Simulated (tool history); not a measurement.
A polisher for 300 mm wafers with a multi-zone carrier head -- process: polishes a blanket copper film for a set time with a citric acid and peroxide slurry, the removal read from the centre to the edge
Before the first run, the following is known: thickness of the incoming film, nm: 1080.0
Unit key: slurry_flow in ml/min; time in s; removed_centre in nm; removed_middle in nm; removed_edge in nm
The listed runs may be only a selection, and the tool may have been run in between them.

run,hour,slurry_flow,centre_zone,middle_zone,edge_zone,slurry_solids,time,removed_centre,removed_middle,removed_edge
1,0.0,305,1.00,1.00,1.00,1.00,64,89.918,93.430,87.310
2,7.9,305,0.93,1.00,1.00,1.00,64,83.549,92.920,88.740
3,15.7,250,0.93,1.00,1.00,1.00,64,80.986,91.089,86.625
4,21.6,250,0.93,1.00,1.00,1.00,74,93.603,104.170,99.685
5,30.5,250,0.93,1.00,1.00,1.20,74,98.574,110.280,105.120
6,35.8,245,0.92,0.99,0.99,1.15,73,93.321,105.240,100.870
7,40.8,240,0.91,0.97,0.98,1.10,72,90.290,101.290,99.337

Run 8 comes next. What will it give?
8,47.6,240,0.91,0.96,0.97,1.05,71,?,?,?

removed_centre: 88.671 nm
removed_middle: 98.218 nm
removed_edge: 95.529 nm
